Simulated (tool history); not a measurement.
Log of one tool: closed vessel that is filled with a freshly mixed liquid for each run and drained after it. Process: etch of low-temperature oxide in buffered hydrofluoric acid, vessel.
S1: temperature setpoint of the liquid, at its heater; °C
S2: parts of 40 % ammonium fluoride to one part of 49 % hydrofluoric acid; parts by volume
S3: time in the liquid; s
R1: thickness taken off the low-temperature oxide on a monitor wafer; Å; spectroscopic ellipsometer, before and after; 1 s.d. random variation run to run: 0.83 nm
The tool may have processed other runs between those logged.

run  hour    S1    S2  S3      R1
  1     0    21  14.5  90  1436.8
  2   2.4  22.5  14.5  90  1562.2
  3   3.9  23.5  14.5  90  1641.1
  4   6.3  23.5  14.5  90    1648
  5  12.3  24.5  14.5  90  1736.9
  6  18.1  24.5    16  90  1585.6
  7  21.6  25.5    16  90  1665.2

Estimate the outcome of run 8 from the log above:
  8  30.9  26.5  16  90   ?

R1: 1755.8 Å
